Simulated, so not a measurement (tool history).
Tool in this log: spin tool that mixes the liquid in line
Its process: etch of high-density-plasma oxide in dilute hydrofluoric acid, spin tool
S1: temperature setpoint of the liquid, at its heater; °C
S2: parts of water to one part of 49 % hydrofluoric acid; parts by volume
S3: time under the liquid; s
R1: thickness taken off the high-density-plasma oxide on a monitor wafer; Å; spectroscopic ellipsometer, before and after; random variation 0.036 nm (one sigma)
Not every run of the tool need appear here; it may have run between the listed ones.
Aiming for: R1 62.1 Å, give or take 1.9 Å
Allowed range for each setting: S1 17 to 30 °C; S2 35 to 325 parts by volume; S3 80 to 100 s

run,day,S1,S2,S3,R1
1,0,22,180,100,32.032
2,0.262,24,180,100,34.923
3,0.446,24.5,175,100,36.594
4,0.758,25,170,100,38.822
5,0.788,27,170,100,41.627
6,1.158,27,170,80,33.244
7,1.525,27,160,80,35.854
8,1.738,27.5,150,80,39.382

Next run, 5 choices. One meets every target within its allowed miss, the rest don't. Which?
A,1.95,22,105,80,?
B,1.95,29.5,130,100,?
C,1.95,30,115,80,?
D,1.95,28.5,100,80,?
E,1.95,29.5,120,100,?

move,R1
A,47.74
B,62.345
C,58.611
D,65.04
E,68.454
A: better than the last run, though not everything is in spec
B: each result inside its tolerance
C: better than the last run, though not everything is in spec
D: moves the result that the last run missed by most past its target, out the other side
E: moves the result that the last run missed by most past its target, out the other side
Move B is the one to make.
